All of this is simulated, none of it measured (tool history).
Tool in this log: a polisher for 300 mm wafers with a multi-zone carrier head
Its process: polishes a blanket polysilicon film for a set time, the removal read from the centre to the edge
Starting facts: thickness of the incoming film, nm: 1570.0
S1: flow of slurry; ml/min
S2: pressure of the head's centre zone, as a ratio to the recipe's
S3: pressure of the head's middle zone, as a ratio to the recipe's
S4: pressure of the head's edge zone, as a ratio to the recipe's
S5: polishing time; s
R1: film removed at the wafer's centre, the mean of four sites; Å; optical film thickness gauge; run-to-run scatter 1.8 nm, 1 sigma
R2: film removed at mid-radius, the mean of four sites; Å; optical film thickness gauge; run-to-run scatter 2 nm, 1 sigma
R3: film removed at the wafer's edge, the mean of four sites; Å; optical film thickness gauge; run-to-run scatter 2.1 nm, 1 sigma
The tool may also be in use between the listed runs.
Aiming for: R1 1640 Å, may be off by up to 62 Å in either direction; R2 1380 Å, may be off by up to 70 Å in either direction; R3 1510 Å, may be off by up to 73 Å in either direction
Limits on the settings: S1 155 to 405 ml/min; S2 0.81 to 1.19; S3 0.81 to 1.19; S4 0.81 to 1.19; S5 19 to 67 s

run	hour	S1	S2	S3	S4	S5	R1	R2	R3
1	0	260	1	1	1	43	1765	1740.7	1720.5
2	2.6	260	1	0.98	0.99	43	1758.8	1662.7	1760.8
3	10.3	260	1.01	0.98	0.98	42	1757.8	1658	1709.8
4	14	260	1.05	0.98	0.98	42	1838.9	1609.9	1666.7
5	17.3	205	1.05	0.98	0.98	42	1790.6	1613.1	1676.1
6	18.7	205	1.05	0.97	0.98	41	1720.7	1557.7	1658.9
7	25.8	210	1.05	0.97	0.98	41	1728	1573.9	1659.2
8	29.1	215	1.05	0.97	0.98	41	1763.7	1615.1	1609.7
9	32.3	220	1.05	0.95	0.98	41	1721	1523.9	1648.6
10	38.7	230	1.06	0.94	0.96	39	1700.6	1476.6	1544

Which single option among these 4 for the next run brings every result within its allowed miss of target? Just one does.
A	45.1	265	1.1	0.93	0.98	40	?	?	?
B	45.1	195	1.16	1.15	0.86	38	?	?	?
C	45.1	255	1.04	0.89	0.93	38	?	?	?
D	45.1	215	1.16	0.87	1	36	?	?	?

move	R1	R2	R3
A	1839.9	1477.8	1602.9
B	1789.1	1633.3	1398.7
C	1645.4	1349.5	1482.6
D	1709.7	1234.2	1437.1
A: the biggest miss grows against the last run
B: the biggest miss grows against the last run
C: meets every target
D: pushes the last run's worst result past its target
The right move is C.
